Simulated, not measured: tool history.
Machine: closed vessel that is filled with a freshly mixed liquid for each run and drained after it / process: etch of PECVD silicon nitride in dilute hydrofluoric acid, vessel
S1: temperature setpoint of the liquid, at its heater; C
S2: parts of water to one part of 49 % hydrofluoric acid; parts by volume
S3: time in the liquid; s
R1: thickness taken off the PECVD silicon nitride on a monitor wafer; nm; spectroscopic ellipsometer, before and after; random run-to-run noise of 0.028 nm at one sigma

run	hour	S1	S2	S3	R1
1	0.0	26.0	180	335	3.7672
2	6.0	26.0	135	335	5.0253
3	13.3	26.0	190	335	3.5476
4	21.3	23.5	190	335	3.0150
5	28.5	25.0	190	335	3.3229
6	36.7	25.0	190	335	3.3418
7	39.2	25.0	190	335	3.3067
8	40.9	29.0	135	335	6.0367
9	48.8	30.0	135	335	6.4355

Run 10 has not been measured yet. What should we expect?
10	52.4	30.5	135	335	?

Logged for run 10: R1 6.5627 nm.

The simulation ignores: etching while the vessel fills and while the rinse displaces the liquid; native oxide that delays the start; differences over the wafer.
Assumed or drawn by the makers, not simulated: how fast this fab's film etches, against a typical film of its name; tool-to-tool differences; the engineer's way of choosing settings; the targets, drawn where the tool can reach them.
